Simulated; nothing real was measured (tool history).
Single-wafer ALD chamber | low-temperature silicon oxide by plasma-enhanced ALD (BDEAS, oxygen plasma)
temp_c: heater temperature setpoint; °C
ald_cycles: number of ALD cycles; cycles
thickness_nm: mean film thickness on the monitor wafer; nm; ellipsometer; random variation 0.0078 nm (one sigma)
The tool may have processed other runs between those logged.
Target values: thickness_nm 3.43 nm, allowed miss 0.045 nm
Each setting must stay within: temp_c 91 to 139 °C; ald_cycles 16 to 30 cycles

{"run": 1, "hour": 0.0, "temp_c": 115, "ald_cycles": 23, "thickness_nm": 3.0456}
{"run": 2, "hour": 5.1, "temp_c": 115, "ald_cycles": 25, "thickness_nm": 3.3149}
{"run": 3, "hour": 11.9, "temp_c": 121, "ald_cycles": 25, "thickness_nm": 3.2806}
{"run": 4, "hour": 19.2, "temp_c": 121, "ald_cycles": 22, "thickness_nm": 2.8728}
{"run": 5, "hour": 27.3, "temp_c": 121, "ald_cycles": 25, "thickness_nm": 3.2692}
{"run": 6, "hour": 32.1, "temp_c": 117, "ald_cycles": 25, "thickness_nm": 3.2864}
{"run": 7, "hour": 38.2, "temp_c": 114, "ald_cycles": 25, "thickness_nm": 3.3107}
{"run": 8, "hour": 39.6, "temp_c": 112, "ald_cycles": 25, "thickness_nm": 3.3162}
{"run": 9, "hour": 40.6, "temp_c": 111, "ald_cycles": 25, "thickness_nm": 3.3273}
{"run": 10, "hour": 41.8, "temp_c": 109, "ald_cycles": 25, "thickness_nm": 3.3389}
{"run": 11, "hour": 46.5, "temp_c": 107, "ald_cycles": 25, "thickness_nm": 3.3535}
{"run": 12, "hour": 54.9, "temp_c": 106, "ald_cycles": 25, "thickness_nm": 3.3574}

Which single option among these 5 for the next run brings every result within its allowed miss of target? Just one does.
{"run": "A", "hour": 63.3, "temp_c": 107, "ald_cycles": 25, "thickness_nm": "?"}
{"run": "B", "hour": 63.3, "temp_c": 111, "ald_cycles": 25, "thickness_nm": "?"}
{"run": "C", "hour": 63.3, "temp_c": 109, "ald_cycles": 25, "thickness_nm": "?"}
{"run": "D", "hour": 63.3, "temp_c": 115, "ald_cycles": 25, "thickness_nm": "?"}
{"run": "E", "hour": 63.3, "temp_c": 97, "ald_cycles": 25, "thickness_nm": "?"}

move=A thickness_nm=3.3663
move=B thickness_nm=3.3434
move=C thickness_nm=3.3549
move=D thickness_nm=3.3205
move=E thickness_nm=3.4341
A: nearer the targets than the last run, but a result is still out of spec
B: its largest miss is bigger than the last run's
C: roughly where the last run was
D: its largest miss is bigger than the last run's
E: each result inside its tolerance
So the answer is move E, the one that meets all the targets.
